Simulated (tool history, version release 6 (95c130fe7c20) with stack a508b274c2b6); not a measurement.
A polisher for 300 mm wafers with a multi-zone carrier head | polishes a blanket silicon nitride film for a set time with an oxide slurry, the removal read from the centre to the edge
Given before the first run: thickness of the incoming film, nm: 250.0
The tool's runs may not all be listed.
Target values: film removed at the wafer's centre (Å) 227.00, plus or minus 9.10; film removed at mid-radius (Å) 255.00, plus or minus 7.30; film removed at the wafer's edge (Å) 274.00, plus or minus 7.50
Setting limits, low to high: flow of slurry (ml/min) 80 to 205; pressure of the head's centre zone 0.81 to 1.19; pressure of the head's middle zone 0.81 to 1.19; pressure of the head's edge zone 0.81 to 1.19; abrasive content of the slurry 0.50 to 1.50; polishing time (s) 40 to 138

run	hour	flow of slurry (ml/min)	pressure of the head's centre zone	pressure of the head's middle zone	pressure of the head's edge zone	abrasive content of the slurry	polishing time (s)	film removed at the wafer's centre (Å)	film removed at mid-radius (Å)	film removed at the wafer's edge (Å)
1	0.0	135	1.00	1.00	1.00	1.00	88	496.64	485.86	498.53
2	4.9	120	0.94	0.97	0.97	0.85	80	380.58	392.72	404.78
3	11.6	130	0.94	0.97	0.97	0.85	80	385.06	390.60	407.86
4	12.6	130	0.91	0.97	0.97	0.85	80	373.36	389.45	405.17
5	17.4	130	0.91	0.97	0.97	0.85	60	279.34	292.48	304.68
6	22.8	155	0.91	0.97	0.97	0.85	60	303.23	304.47	314.96
7	26.5	135	0.88	0.95	0.94	0.85	60	284.82	296.32	306.42
8	29.2	120	0.86	0.94	0.94	0.80	60	254.99	268.62	286.43
9	36.4	110	0.85	0.95	0.94	0.80	60	245.68	270.23	281.56

5 candidate next runs follow, results not yet known. Just one meets every target within its allowed miss. Identify it.
A	43.6	110	0.81	1.02	0.98	0.70	63	?	?	?
B	43.6	105	0.84	0.85	0.92	0.60	75	?	?	?
C	43.6	125	0.86	0.88	0.88	1.05	51	?	?	?
D	43.6	90	0.83	0.95	0.94	0.70	66	?	?	?
E	43.6	105	0.88	0.85	0.87	0.80	63	?	?	?

move	film removed at the wafer's centre (Å)	film removed at mid-radius (Å)	film removed at the wafer's edge (Å)
A	232.35	275.66	276.81
B	250.24	248.24	283.66
C	261.22	259.61	278.10
D	229.79	254.38	272.09
E	266.94	254.73	283.75
A: the biggest miss grows against the last run
B: the worst result of the last run now meets its target, but another is out of spec
C: the worst result of the last run now meets its target, but another is out of spec
D: every result lands within tolerance
E: the worst result of the last run now meets its target, but another is out of spec
The move that meets every target is D.
